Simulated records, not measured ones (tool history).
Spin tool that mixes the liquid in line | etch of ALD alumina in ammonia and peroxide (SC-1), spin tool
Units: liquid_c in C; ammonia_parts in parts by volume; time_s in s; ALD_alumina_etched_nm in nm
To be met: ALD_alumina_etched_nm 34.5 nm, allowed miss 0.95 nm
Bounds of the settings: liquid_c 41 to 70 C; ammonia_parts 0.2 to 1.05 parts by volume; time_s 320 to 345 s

Run 1, hour 0: liquid_c 57 C, ammonia_parts 0.55 parts by volume, time_s 320 s. Result: ALD_alumina_etched_nm 23.112 nm.
Run 2, hour 4.6: liquid_c 59 C, ammonia_parts 0.55 parts by volume, time_s 320 s. Result: ALD_alumina_etched_nm 25.807 nm.
Run 3, hour 12.7: liquid_c 60.5 C, ammonia_parts 0.55 parts by volume, time_s 320 s. Result: ALD_alumina_etched_nm 27.731 nm.
Run 4, hour 13.3: liquid_c 60.5 C, ammonia_parts 0.4 parts by volume, time_s 320 s. Result: ALD_alumina_etched_nm 26.784 nm.
Run 5, hour 22: liquid_c 62 C, ammonia_parts 0.4 parts by volume, time_s 320 s. Result: ALD_alumina_etched_nm 29.136 nm.
Run 6, hour 25.3: liquid_c 63 C, ammonia_parts 0.4 parts by volume, time_s 320 s. Result: ALD_alumina_etched_nm 30.509 nm.
Run 7, hour 25.9: liquid_c 63.5 C, ammonia_parts 0.4 parts by volume, time_s 320 s. Result: ALD_alumina_etched_nm 31.311 nm.
Run 8, hour 30.4: liquid_c 64 C, ammonia_parts 0.4 parts by volume, time_s 320 s. Result: ALD_alumina_etched_nm 32.114 nm.
Run 9, hour 31.2: liquid_c 64.5 C, ammonia_parts 0.4 parts by volume, time_s 320 s. Result: ALD_alumina_etched_nm 32.815 nm.

5 next moves are on the table. One of them brings every result within its allowed miss. Which?
Run A, hour 32: liquid_c 65 C, ammonia_parts 0.35 parts by volume, time_s 345 s. Result: ALD_alumina_etched_nm ?.
Run B, hour 32: liquid_c 65 C, ammonia_parts 0.2 parts by volume, time_s 345 s. Result: ALD_alumina_etched_nm ?.
Run C, hour 32: liquid_c 65 C, ammonia_parts 0.2 parts by volume, time_s 320 s. Result: ALD_alumina_etched_nm ?.
Run D, hour 32: liquid_c 64.5 C, ammonia_parts 0.3 parts by volume, time_s 320 s. Result: ALD_alumina_etched_nm ?.
Run E, hour 32: liquid_c 64 C, ammonia_parts 0.35 parts by volume, time_s 320 s. Result: ALD_alumina_etched_nm ?.

move  ALD_alumina_etched_nm
   A                 35.918
   B                 34.063
   C                 31.595
   D                 32.026
   E                 31.696
A: takes the result that was furthest off past its target
B: meets every target
C: further off than the last run
D: further off than the last run
E: further off than the last run
Answer: B
